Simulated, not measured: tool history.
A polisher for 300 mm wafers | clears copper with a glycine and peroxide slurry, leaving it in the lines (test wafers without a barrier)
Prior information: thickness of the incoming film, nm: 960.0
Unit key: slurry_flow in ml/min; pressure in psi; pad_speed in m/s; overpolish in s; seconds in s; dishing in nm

run 1 day=0 | slurry_flow=280 pressure=2.4 pad_speed=1.3 overpolish=28 | seconds=168.2 dishing=75.707
run 2 day=0.158 | slurry_flow=280 pressure=2.6 pad_speed=1.32 overpolish=23 | seconds=156.5 dishing=72.069
run 3 day=0.458 | slurry_flow=280 pressure=3.2 pad_speed=1.32 overpolish=23 | seconds=129.61 dishing=82.284
run 4 day=0.679 | slurry_flow=280 pressure=2.6 pad_speed=1.32 overpolish=23 | seconds=156.29 dishing=69.623
run 5 day=0.904 | slurry_flow=280 pressure=2.7 pad_speed=1.36 overpolish=20 | seconds=142.38 dishing=65.489
run 6 day=1.079 | slurry_flow=280 pressure=2.7 pad_speed=1.38 overpolish=19 | seconds=140.71 dishing=64.675

For run 7, what comes out?
run 7 day=1.346 | slurry_flow=280 pressure=3.1 pad_speed=1.42 overpolish=11 | seconds=? dishing=?

seconds: 122.95 s
dishing: 47.242 nm

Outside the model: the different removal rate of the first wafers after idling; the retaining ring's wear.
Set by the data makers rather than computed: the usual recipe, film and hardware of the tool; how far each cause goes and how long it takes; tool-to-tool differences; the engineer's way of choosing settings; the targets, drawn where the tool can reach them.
